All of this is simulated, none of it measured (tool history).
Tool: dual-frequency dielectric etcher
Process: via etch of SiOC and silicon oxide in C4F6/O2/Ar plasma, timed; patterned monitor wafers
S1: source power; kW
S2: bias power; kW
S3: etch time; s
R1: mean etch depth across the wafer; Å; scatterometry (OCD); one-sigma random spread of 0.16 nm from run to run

run    day    S1     S2  S3      R1
  1      0  0.48  0.149  45  532.04
  2  0.375  0.53  0.149  45   564.5
  3   0.65  0.61  0.149  45  604.76
  4  0.692  0.56  0.148  45  577.88
  5  0.896  0.56  0.172  45  613.14
  6  1.133  0.56  0.154  45  589.31
  7  1.325  0.52  0.153  45  560.25
  8  1.608  0.49  0.152  45  541.56
  9  1.975  0.47  0.152  45  528.49

Forecast run 10:
 10  2.25  0.46  0.152  45   ?

R1: 521.77 Å

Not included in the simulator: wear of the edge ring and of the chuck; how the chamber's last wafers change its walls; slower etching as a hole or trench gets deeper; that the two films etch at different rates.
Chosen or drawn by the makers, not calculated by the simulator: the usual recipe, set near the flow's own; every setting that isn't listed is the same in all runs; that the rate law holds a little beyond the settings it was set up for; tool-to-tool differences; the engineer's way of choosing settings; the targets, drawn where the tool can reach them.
